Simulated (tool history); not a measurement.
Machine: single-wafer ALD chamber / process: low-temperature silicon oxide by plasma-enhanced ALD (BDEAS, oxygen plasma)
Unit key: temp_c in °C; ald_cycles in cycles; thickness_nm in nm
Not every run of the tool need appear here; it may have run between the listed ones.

run,hour,temp_c,ald_cycles,thickness_nm
1,0.0,100,30,4.1120
2,2.7,99,31,4.2764
3,5.8,99,30,4.1484
4,8.0,99,34,4.6749
5,16.1,99,30,4.1341
6,24.9,99,32,4.3834
7,30.1,98,33,4.5475

What does the tool deliver on the next run?
8,32.8,97,34,?

Run 8 produced thickness_nm 4.7077 nm.

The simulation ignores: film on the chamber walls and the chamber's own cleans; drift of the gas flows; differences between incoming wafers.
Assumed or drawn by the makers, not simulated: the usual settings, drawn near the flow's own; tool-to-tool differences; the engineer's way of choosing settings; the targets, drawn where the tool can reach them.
